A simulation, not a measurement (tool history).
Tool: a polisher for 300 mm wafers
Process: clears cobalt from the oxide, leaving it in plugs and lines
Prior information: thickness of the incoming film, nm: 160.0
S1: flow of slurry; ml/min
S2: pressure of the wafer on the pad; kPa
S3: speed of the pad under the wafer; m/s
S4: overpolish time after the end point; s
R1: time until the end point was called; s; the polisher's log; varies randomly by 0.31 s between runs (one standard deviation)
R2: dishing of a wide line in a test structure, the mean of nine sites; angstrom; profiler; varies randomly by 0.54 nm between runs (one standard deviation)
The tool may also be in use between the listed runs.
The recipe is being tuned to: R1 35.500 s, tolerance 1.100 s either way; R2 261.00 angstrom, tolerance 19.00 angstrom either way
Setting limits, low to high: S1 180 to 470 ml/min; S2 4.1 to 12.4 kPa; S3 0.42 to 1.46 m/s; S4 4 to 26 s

Run 1, day 0.000: S1 300 ml/min, S2 8.3 kPa, S3 0.94 m/s, S4 13 s. Result: R1 59.526 s, R2 284.36 angstrom.
Run 2, day 0.062: S1 300 ml/min, S2 8.3 kPa, S3 0.80 m/s, S4 13 s. Result: R1 65.594 s, R2 261.74 angstrom.
Run 3, day 0.312: S1 300 ml/min, S2 8.3 kPa, S3 0.92 m/s, S4 13 s. Result: R1 60.717 s, R2 278.65 angstrom.
Run 4, day 0.533: S1 300 ml/min, S2 8.3 kPa, S3 0.92 m/s, S4 11 s. Result: R1 60.078 s, R2 247.58 angstrom.
At day 0.808: slurry nozzle cleaned.
Run 5, day 0.808: S1 240 ml/min, S2 8.3 kPa, S3 0.92 m/s, S4 11 s. Result: R1 56.805 s, R2 266.23 angstrom.
Run 6, day 0.967: S1 235 ml/min, S2 9.0 kPa, S3 0.92 m/s, S4 10 s. Result: R1 53.016 s, R2 258.18 angstrom.
Run 7, day 1.012: S1 255 ml/min, S2 11.0 kPa, S3 0.94 m/s, S4 6 s. Result: R1 42.901 s, R2 199.51 angstrom.
Run 8, day 1.367: S1 250 ml/min, S2 11.0 kPa, S3 0.94 m/s, S4 6 s. Result: R1 43.102 s, R2 199.24 angstrom.
Run 9, day 1.738: S1 245 ml/min, S2 11.0 kPa, S3 0.94 m/s, S4 6 s. Result: R1 42.506 s, R2 203.34 angstrom.
Run 10, day 1.829: S1 240 ml/min, S2 11.0 kPa, S3 0.94 m/s, S4 6 s. Result: R1 42.610 s, R2 201.60 angstrom.
Run 11, day 2.021: S1 235 ml/min, S2 11.7 kPa, S3 0.96 m/s, S4 8 s. Result: R1 39.446 s, R2 260.48 angstrom.
Run 12, day 2.192: S1 230 ml/min, S2 11.7 kPa, S3 0.96 m/s, S4 8 s. Result: R1 39.766 s, R2 263.97 angstrom.
Run 13, day 2.433: S1 225 ml/min, S2 11.7 kPa, S3 0.96 m/s, S4 8 s. Result: R1 40.391 s, R2 269.00 angstrom.

Pick the move, out of 4, that brings all results within their allowed miss; only one does.
Run A, day 2.675: S1 200 ml/min, S2 12.4 kPa, S3 0.84 m/s, S4 8 s. Result: R1 ?, R2 ?.
Run B, day 2.675: S1 220 ml/min, S2 11.0 kPa, S3 0.82 m/s, S4 10 s. Result: R1 ?, R2 ?.
Run C, day 2.675: S1 225 ml/min, S2 11.7 kPa, S3 1.04 m/s, S4 7 s. Result: R1 ?, R2 ?.
Run D, day 2.675: S1 215 ml/min, S2 12.4 kPa, S3 1.06 m/s, S4 7 s. Result: R1 ?, R2 ?.

move      R1      R2
   A  42.034  248.81
   B  47.268  269.68
   C  37.854  243.26
   D  35.536  255.24
A: lands further from the targets than the last run did
B: lands further from the targets than the last run did
C: nearer the targets than the last run, but a result is still out of spec
D: hits every target within its allowed miss
Move D is the one to make.
